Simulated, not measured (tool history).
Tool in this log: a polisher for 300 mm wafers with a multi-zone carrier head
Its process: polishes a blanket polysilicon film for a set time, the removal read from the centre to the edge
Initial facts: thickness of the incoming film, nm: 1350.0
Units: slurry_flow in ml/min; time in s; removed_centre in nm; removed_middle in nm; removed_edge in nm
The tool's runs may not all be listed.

{"run": 1, "day": 0.0, "slurry_flow": 285, "centre_zone": 1, "middle_zone": 1, "edge_zone": 1, "time": 55, "removed_centre": 483.34, "removed_middle": 480.87, "removed_edge": 495.19}
{"run": 2, "day": 0.129, "slurry_flow": 295, "centre_zone": 1, "middle_zone": 1.03, "edge_zone": 1.02, "time": 56, "removed_centre": 487.95, "removed_middle": 499.58, "removed_edge": 503.04}
{"run": 3, "day": 0.396, "slurry_flow": 295, "centre_zone": 1.08, "middle_zone": 1.03, "edge_zone": 1.02, "time": 56, "removed_centre": 524.41, "removed_middle": 502.96, "removed_edge": 513.37}
{"run": 4, "day": 0.592, "slurry_flow": 300, "centre_zone": 1.07, "middle_zone": 1.06, "edge_zone": 1.04, "time": 57, "removed_centre": 532.6, "removed_middle": 525.92, "removed_edge": 526.33}
{"run": 5, "day": 0.696, "slurry_flow": 300, "centre_zone": 1.07, "middle_zone": 1.14, "edge_zone": 1.04, "time": 57, "removed_centre": 534.15, "removed_middle": 547.2, "removed_edge": 521.32}
{"run": 6, "day": 1.0, "slurry_flow": 305, "centre_zone": 1.05, "middle_zone": 1.15, "edge_zone": 1.05, "time": 58, "removed_centre": 536.13, "removed_middle": 567.01, "removed_edge": 531.6}
{"run": 7, "day": 1.338, "slurry_flow": 310, "centre_zone": 1.03, "middle_zone": 1.16, "edge_zone": 1.06, "time": 58, "removed_centre": 525.11, "removed_middle": 584.65, "removed_edge": 528.44}
{"run": 8, "day": 1.529, "slurry_flow": 310, "centre_zone": 1.02, "middle_zone": 1.16, "edge_zone": 1.08, "time": 58, "removed_centre": 524.46, "removed_middle": 572.69, "removed_edge": 533.1}
{"run": 9, "day": 1.792, "slurry_flow": 315, "centre_zone": 1.01, "middle_zone": 1.17, "edge_zone": 1.09, "time": 58, "removed_centre": 511.33, "removed_middle": 586.06, "removed_edge": 535.48}

For run 10, what comes out?
{"run": 10, "day": 1.971, "slurry_flow": 315, "centre_zone": 1.01, "middle_zone": 1.17, "edge_zone": 1.09, "time": 58, "removed_centre": "?", "removed_middle": "?", "removed_edge": "?"}

removed_centre: 517.3 nm
removed_middle: 593.88 nm
removed_edge: 541.34 nm
